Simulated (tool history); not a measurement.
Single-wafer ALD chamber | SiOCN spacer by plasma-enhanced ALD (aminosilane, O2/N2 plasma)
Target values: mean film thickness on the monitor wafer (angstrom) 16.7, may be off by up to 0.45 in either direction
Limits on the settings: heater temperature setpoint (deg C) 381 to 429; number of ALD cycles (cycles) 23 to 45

run,hour,heater temperature setpoint (deg C),number of ALD cycles (cycles),mean film thickness on the monitor wafer (angstrom)
1,0,405,34,18.577
2,3.7,407,33,18.034
3,6.7,407,37,20.194
4,10,409,35,18.772
5,17.3,413,34,18.143
6,21.1,413,39,20.654
7,22.7,416,37,19.506
8,31.7,418,35,18.307

Which single option among these 5 for the next run brings every result within its allowed miss of target? Just one does.
A,40.7,413,29,?
B,40.7,418,29,?
C,40.7,423,30,?
D,40.7,422,32,?
E,40.7,419,34,?

move,mean film thickness on the monitor wafer (angstrom)
A,15.365
B,15.102
C,15.35
D,16.432
E,17.644
A: takes the result that was furthest off past its target
B: takes the result that was furthest off past its target
C: takes the result that was furthest off past its target
D: every result lands within tolerance
E: better than the last run, though not everything is in spec
D meets every target.

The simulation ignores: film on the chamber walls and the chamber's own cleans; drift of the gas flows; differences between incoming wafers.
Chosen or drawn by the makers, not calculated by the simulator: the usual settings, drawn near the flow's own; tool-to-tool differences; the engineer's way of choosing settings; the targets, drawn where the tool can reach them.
